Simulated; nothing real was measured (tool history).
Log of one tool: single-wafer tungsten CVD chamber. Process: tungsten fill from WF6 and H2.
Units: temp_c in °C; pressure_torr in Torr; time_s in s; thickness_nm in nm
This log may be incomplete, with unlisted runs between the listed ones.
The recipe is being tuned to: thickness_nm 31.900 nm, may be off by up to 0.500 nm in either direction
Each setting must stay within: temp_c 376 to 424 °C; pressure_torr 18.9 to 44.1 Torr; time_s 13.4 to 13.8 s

run  hour  temp_c  pressure_torr  time_s  thickness_nm
  1   0.0     400           31.5    13.4        41.742
  2   4.0     400           31.5    13.8        43.131
  3   7.3     398           31.5    13.8        41.335
  4  11.6     398           36.0    13.8        43.097
  5  18.3     396           36.0    13.8        41.266
  6  20.2     406           36.0    13.8        51.159
  7  25.0     404           35.9    13.8        49.024
  8  27.6     402           35.9    13.8        46.876
  9  35.3     400           35.9    13.8        45.114
 10  38.0     398           35.9    13.8        42.984
 11  44.6     397           35.9    13.8        42.129

Pick the move, out of 4, that brings all results within their allowed miss; only one does.
  A  51.2     390           30.9    13.4             ?
  B  51.2     388           33.6    13.4             ?
  C  51.2     389           32.4    13.4             ?
  D  51.2     390           26.9    13.4             ?

move  thickness_nm
   A        33.322
   B        32.822
   C        33.134
   D        31.748
A: closes in on the targets versus the last run, not all within tolerance yet
B: closes in on the targets versus the last run, not all within tolerance yet
C: closes in on the targets versus the last run, not all within tolerance yet
D: hits every target within its allowed miss
The move that meets every target is D.

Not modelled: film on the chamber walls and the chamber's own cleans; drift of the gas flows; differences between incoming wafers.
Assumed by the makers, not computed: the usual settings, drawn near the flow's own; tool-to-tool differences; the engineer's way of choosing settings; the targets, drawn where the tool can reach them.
